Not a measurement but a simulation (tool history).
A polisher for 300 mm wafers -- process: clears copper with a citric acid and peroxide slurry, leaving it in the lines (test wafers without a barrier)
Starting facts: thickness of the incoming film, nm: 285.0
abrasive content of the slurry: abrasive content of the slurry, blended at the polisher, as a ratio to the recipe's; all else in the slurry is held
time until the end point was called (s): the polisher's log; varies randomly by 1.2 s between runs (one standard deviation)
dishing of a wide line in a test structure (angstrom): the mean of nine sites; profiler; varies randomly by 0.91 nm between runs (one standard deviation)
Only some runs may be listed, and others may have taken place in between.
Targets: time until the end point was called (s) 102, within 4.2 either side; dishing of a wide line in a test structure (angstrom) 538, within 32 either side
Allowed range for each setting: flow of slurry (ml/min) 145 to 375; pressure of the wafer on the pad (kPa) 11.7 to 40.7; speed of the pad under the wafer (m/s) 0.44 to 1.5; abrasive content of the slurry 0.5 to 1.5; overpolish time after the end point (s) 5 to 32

| run | day | flow of slurry (ml/min) | pressure of the wafer on the pad (kPa) | speed of the pad under the wafer (m/s) | abrasive content of the slurry | overpolish time after the end point (s) | time until the end point was called (s) | dishing of a wide line in a test structure (angstrom) |
|---|---|---|---|---|---|---|---|---|
| 1 | 0 | 240 | 26.2 | 0.96 | 1 | 16 | 89.484 | 359.49 |
| 2 | 0.067 | 240 | 26.2 | 0.96 | 1.1 | 16 | 87.209 | 373.82 |
| 3 | 0.242 | 240 | 26.2 | 0.96 | 1.1 | 20 | 86.934 | 441.6 |
| 4 | 0.275 | 240 | 25.5 | 0.96 | 1.1 | 21 | 90.338 | 463.02 |
| 5 | 0.3 | 240 | 24.8 | 0.96 | 1.1 | 22 | 91.88 | 477.42 |
| 6 | 0.488 | 240 | 24.8 | 0.96 | 1.1 | 18 | 91.89 | 393.84 |
| 7 | 0.758 | 240 | 24.1 | 0.96 | 1.1 | 20 | 92.078 | 420.6 |
| 8 | 1.038 | 240 | 23.4 | 0.96 | 1.1 | 21 | 96.03 | 445.23 |
| 9 | 1.108 | 240 | 22.8 | 0.96 | 1.1 | 22 | 97.172 | 454.4 |
| 10 | 1.171 | 240 | 22.8 | 0.96 | 1.1 | 23 | 96.903 | 470.12 |
| 11 | 1.462 | 240 | 22.8 | 0.96 | 1.1 | 24 | 96.796 | 493.9 |
| 12 | 1.496 | 240 | 22.8 | 0.96 | 1.1 | 25 | 98.032 | 496.41 |

Exercise: of the 4 proposed moves below, exactly one satisfies all targets within the stated allowed misses. Which move is it?
| A | 1.529 | 285 | 16.5 | 1.02 | 1.4 | 25 | ? | ? |
| B | 1.529 | 250 | 21.4 | 1 | 1.05 | 23 | ? | ? |
| C | 1.529 | 225 | 22.8 | 0.98 | 1.05 | 25 | ? | ? |
| D | 1.529 | 225 | 24.8 | 0.9 | 0.9 | 29 | ? | ? |

| move | time until the end point was called (s) | dishing of a wide line in a test structure (angstrom) |
|---|---|---|
| A | 101.16 | 472.02 |
| B | 95.814 | 464.98 |
| C | 94.9 | 502.09 |
| D | 101.16 | 538.52 |
A: further off than the last run
B: further off than the last run
C: further off than the last run
D: in spec on every target
Move D is the one to make.

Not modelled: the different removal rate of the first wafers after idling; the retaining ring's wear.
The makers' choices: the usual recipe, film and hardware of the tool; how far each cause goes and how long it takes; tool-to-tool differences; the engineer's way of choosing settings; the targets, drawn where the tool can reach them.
